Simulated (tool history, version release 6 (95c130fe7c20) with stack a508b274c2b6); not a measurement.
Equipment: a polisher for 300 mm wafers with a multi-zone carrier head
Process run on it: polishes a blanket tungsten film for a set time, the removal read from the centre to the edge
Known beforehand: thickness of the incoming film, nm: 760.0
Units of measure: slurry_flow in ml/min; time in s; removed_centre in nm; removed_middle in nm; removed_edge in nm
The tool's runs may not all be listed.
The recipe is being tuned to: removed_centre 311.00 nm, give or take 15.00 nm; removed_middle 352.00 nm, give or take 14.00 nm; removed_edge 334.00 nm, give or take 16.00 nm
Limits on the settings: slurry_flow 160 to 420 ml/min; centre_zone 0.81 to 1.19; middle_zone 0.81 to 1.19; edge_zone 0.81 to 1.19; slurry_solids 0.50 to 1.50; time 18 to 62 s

run,hour,slurry_flow,centre_zone,middle_zone,edge_zone,slurry_solids,time,removed_centre,removed_middle,removed_edge
1,0.0,270,1.00,1.00,1.00,1.00,40,274.93,269.85,261.86
2,1.3,270,1.00,1.00,1.00,1.00,50,338.89,329.32,323.86
3,6.9,270,0.98,1.01,1.01,1.00,50,328.52,330.59,322.13
4,7.4,270,0.97,1.02,1.02,1.00,50,330.73,348.56,334.10
5,10.9,270,0.97,1.02,1.08,1.00,50,333.64,340.97,342.78
# hour 15.0: centre zone pressure recalibrated
6,15.0,270,1.03,1.02,1.08,1.00,50,328.08,342.28,347.18
7,19.1,270,1.03,1.03,1.08,1.00,50,328.81,341.70,347.05
8,20.0,270,1.03,1.04,1.08,1.00,50,329.39,343.76,336.42

Which one of the following 5 next-run settings gets every result inside its allowed miss? There is exactly one.
A,20.9,320,0.97,1.08,1.08,1.05,48,?,?,?
B,20.9,350,1.03,0.97,1.09,0.90,51,?,?,?
C,20.9,330,1.15,1.09,1.00,0.80,50,?,?,?
D,20.9,275,1.09,1.03,0.90,1.05,49,?,?,?
E,20.9,240,1.10,0.97,0.94,0.80,53,?,?,?

move,removed_centre,removed_middle,removed_edge
A,321.60,355.75,341.03
B,352.64,335.11,353.45
C,373.65,350.54,321.01
D,362.58,343.11,315.29
E,363.54,324.75,321.95
A: every result lands within tolerance
B: its largest miss is bigger than the last run's
C: its largest miss is bigger than the last run's
D: its largest miss is bigger than the last run's
E: its largest miss is bigger than the last run's
A is the move that brings every result within its allowed miss.
